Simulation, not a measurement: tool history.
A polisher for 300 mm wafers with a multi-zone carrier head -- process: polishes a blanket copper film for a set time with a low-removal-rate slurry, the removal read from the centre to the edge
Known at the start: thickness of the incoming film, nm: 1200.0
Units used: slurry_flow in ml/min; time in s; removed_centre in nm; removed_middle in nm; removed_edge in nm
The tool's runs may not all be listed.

run,hour,slurry_flow,centre_zone,middle_zone,edge_zone,slurry_solids,time,removed_centre,removed_middle,removed_edge
1,0,220,1,1,1,1,40,126.37,128.48,128.29
2,4.8,220,1,1,1,1.2,40,133.72,130.61,135.13
3,7.5,220,1,0.99,0.99,1.1,39,127.48,122.76,126.4
4,10.6,220,1,0.99,0.99,1.2,39,130.68,127.81,127.51
5,13,220,1,0.99,0.99,1.2,30,100.46,98.682,100.14
6,15.9,220,0.99,0.99,0.97,1.15,30,99.263,93.664,97.848
7,23.4,220,0.99,1.01,0.96,1.1,30,94.637,97.117,94.806

What will run 8 give?
8,27.1,220,0.99,1.01,0.95,1.1,30,?,?,?

For run 8 the tool returned removed_centre 95.545 nm, removed_middle 96.391 nm, removed_edge 92.975 nm.
